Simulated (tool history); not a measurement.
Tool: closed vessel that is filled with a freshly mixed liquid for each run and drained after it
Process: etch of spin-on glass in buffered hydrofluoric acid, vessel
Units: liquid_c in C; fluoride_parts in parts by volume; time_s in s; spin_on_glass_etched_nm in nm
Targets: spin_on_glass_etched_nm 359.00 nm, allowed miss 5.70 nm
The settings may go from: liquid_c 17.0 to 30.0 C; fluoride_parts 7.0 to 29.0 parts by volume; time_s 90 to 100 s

run  hour  liquid_c  fluoride_parts  time_s  spin_on_glass_etched_nm
  1   0.0      22.0            18.0      90                   142.10
  2   8.4      22.0            18.0      90                   141.60
  3  12.7      22.0            18.0      90                   140.92
  4  16.8      22.0            21.0      90                   123.99
  5  18.8      23.5            19.0      90                   145.73
  6  20.1      23.5            16.5      90                   167.27
  7  25.5      24.5            15.0      90                   194.37
  8  27.1      25.5            14.0      90                   221.25
  9  34.3      26.0            13.5      90                   234.42
 10  41.7      30.0             9.0      90                   417.08
 11  46.0      29.5             9.0      90                   406.26
 12  53.2      29.0             9.0      90                   393.82
 13  54.7      28.0             9.0      90                   371.52

4 next moves are on the table. One of them brings every result within its allowed miss. Which?
  A  56.2      29.5            10.5      90                        ?
  B  56.2      29.0            10.5      95                        ?
  C  56.2      25.5             8.0      90                        ?
  D  56.2      30.0            12.0      95                        ?

move  spin_on_glass_etched_nm
   A                   361.47
   B                   371.63
   C                   371.80
   D                   343.94
A: meets every target
B: as far off as the last run
C: as far off as the last run
D: takes the result that was furthest off past its target
Move A is the one to make.
